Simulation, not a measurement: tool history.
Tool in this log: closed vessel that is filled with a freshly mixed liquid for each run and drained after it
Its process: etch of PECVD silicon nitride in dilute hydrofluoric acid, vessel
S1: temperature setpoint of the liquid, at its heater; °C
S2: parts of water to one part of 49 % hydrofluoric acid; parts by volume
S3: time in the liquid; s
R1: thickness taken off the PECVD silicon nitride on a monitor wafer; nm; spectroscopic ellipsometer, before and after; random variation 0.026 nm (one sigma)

Run 1, hour 0: S1 23 °C, S2 75 parts by volume, S3 190 s. Result: R1 6.9514 nm.
Run 2, hour 7.1: S1 22 °C, S2 75 parts by volume, S3 190 s. Result: R1 6.5873 nm.
Run 3, hour 11.3: S1 21 °C, S2 75 parts by volume, S3 190 s. Result: R1 6.166 nm.
Run 4, hour 13.6: S1 21 °C, S2 75 parts by volume, S3 190 s. Result: R1 6.1371 nm.
Run 5, hour 20.7: S1 21 °C, S2 75 parts by volume, S3 190 s. Result: R1 6.1429 nm.
Run 6, hour 23.2: S1 21 °C, S2 50 parts by volume, S3 190 s. Result: R1 9.0531 nm.
Run 7, hour 25.1: S1 17 °C, S2 80 parts by volume, S3 190 s. Result: R1 4.3136 nm.

Run 8 has not been measured yet. What should we expect?
Run 8, hour 30.6: S1 19 °C, S2 80 parts by volume, S3 190 s. Result: R1 ?.

R1: 5.0611 nm

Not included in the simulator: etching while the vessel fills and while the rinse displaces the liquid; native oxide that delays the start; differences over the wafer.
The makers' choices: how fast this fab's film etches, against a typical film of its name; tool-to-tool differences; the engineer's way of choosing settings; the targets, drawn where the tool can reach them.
